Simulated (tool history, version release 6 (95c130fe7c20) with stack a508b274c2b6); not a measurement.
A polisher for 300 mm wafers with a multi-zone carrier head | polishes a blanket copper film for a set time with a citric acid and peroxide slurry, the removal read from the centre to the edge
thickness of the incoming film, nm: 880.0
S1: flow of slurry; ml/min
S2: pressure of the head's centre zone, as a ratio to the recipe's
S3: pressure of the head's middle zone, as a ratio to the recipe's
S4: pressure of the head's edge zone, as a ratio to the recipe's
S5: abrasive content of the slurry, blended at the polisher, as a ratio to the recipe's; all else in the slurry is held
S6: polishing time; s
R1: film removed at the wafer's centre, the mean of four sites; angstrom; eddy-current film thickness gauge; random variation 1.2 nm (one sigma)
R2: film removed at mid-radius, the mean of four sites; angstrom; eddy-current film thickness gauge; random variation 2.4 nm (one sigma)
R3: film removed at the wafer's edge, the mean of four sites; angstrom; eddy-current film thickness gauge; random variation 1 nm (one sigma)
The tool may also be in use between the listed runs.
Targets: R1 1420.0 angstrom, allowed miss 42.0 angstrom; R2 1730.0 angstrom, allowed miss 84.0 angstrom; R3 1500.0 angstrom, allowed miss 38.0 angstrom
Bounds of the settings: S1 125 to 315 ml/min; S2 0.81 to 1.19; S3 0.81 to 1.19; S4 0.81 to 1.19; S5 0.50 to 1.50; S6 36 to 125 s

run	hour	S1	S2	S3	S4	S5	S6	R1	R2	R3
1	0.0	205	1.00	1.00	1.00	1.00	80	1774.0	1840.9	1819.9
2	9.0	155	1.00	1.00	1.00	1.00	80	1715.6	1838.4	1751.0
3	11.1	155	1.00	1.00	1.00	1.00	97	2070.9	2207.7	2151.8
4	16.8	155	1.00	1.00	1.00	1.00	113	2397.9	2516.0	2514.7
5	18.0	150	0.97	1.01	0.95	0.85	103	2080.7	2261.5	2159.4
6	26.2	150	0.92	1.01	0.95	0.85	103	1924.0	2240.9	2124.8
7	27.2	145	0.91	1.01	0.91	0.75	96	1738.0	2012.2	1879.7
8	29.8	140	0.90	1.02	0.88	0.65	92	1587.1	1880.2	1726.5
9	38.7	140	0.90	1.03	0.86	0.60	89	1511.6	1871.2	1649.9
10	46.8	145	0.93	1.01	0.82	0.50	82	1383.3	1637.1	1432.1
11	50.3	155	0.93	1.02	0.83	0.50	82	1426.8	1641.8	1458.0
12	58.3	155	0.92	1.04	0.84	0.50	82	1388.4	1625.5	1459.1

Which of these 5 next moves meets every target?
A	66.3	210	1.03	1.00	1.12	0.65	67	?	?	?
B	66.3	215	0.97	1.05	1.19	0.50	71	?	?	?
C	66.3	125	0.90	1.04	0.81	0.55	86	?	?	?
D	66.3	215	0.93	0.97	1.03	0.50	77	?	?	?
E	66.3	185	1.01	0.98	1.01	0.50	76	?	?	?

move	R1	R2	R3
A	1398.3	1439.4	1480.8
B	1327.2	1504.6	1535.3
C	1407.3	1723.8	1515.9
D	1378.9	1539.2	1555.2
E	1451.1	1504.1	1501.8
A: further off than the last run
B: further off than the last run
C: meets every target
D: further off than the last run
E: further off than the last run
The right move is C.
